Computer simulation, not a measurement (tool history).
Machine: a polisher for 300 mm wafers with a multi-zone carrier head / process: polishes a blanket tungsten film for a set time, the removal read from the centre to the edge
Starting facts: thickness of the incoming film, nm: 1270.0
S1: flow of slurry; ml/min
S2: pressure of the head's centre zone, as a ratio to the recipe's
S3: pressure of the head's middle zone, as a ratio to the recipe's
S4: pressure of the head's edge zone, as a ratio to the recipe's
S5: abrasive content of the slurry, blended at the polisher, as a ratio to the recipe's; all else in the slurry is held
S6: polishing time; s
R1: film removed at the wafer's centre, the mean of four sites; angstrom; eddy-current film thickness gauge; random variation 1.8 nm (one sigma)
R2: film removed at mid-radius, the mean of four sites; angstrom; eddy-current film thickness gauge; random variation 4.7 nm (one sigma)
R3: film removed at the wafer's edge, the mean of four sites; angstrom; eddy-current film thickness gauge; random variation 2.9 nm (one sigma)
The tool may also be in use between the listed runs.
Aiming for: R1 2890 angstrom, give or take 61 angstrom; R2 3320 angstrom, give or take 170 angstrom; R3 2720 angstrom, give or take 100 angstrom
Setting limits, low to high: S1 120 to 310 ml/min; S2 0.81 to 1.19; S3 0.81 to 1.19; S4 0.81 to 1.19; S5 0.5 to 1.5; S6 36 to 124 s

run,day,S1,S2,S3,S4,S5,S6,R1,R2,R3
1,0,200,1,1,1,1,79,3740.5,3829.2,3916.8
2,0.096,200,1,1,1,1,67,3161.5,3296.7,3254.2
3,0.354,240,1,1,1,1,67,3296.3,3309.3,3323.2
4,0.675,240,1,1,1,0.9,67,3185.3,3337.3,3203.4
5,0.825,230,1,1,0.97,0.85,67,3112.2,3214.5,3144.7
6,1.017,230,1.01,1.03,0.95,0.8,67,3104.3,3285.9,3038.3
7,1.071,225,1.01,1.04,0.93,0.8,67,3111,3343.1,2978.4
8,1.358,225,1.01,1.04,0.93,0.8,67,3079.7,3323.5,2990.1
9,1.575,220,1.01,1.05,0.91,0.8,67,3084.9,3240.2,3028
10,1.671,220,1.01,1.06,0.91,0.75,67,3060.7,3325.8,2947.3
11,1.975,220,1.01,1.06,0.91,0.75,67,3041,3226.9,2907.2
12,2.242,215,1,1.08,0.9,0.75,67,2961.1,3311.7,2877.9
13,2.412,215,1,1.09,0.89,0.75,67,2969.4,3326.7,2941.5
14,2.462,225,1.05,1.19,0.81,0.5,65,2732.1,3096.7,2430.3
15,2.804,230,1.05,1.19,0.84,0.5,65,2743.2,3181,2424.1
16,3.075,230,1.04,1.18,0.86,0.55,65,2761.1,3170.6,2545.6

4 candidate next runs follow, results not yet known. Just one meets every target within its allowed miss. Identify it.
A,3.346,205,0.94,1.1,0.99,0.65,66,?,?,?
B,3.346,260,1.07,1.07,0.81,0.6,62,?,?,?
C,3.346,250,1.05,1.08,0.84,0.6,64,?,?,?
D,3.346,245,1.03,1.16,0.9,0.5,69,?,?,?

move,R1,R2,R3
A,2669.2,3178.3,2838.6
B,2889,2937.8,2449.6
C,2911.5,3043,2557.2
D,2912.5,3299,2682.5
A: moves away from the targets compared with the last run
B: meets the target for the result that was furthest off, but another lies outside its allowed miss
C: meets the target for the result that was furthest off, but another lies outside its allowed miss
D: meets every target
D is the move that brings every result within its allowed miss.

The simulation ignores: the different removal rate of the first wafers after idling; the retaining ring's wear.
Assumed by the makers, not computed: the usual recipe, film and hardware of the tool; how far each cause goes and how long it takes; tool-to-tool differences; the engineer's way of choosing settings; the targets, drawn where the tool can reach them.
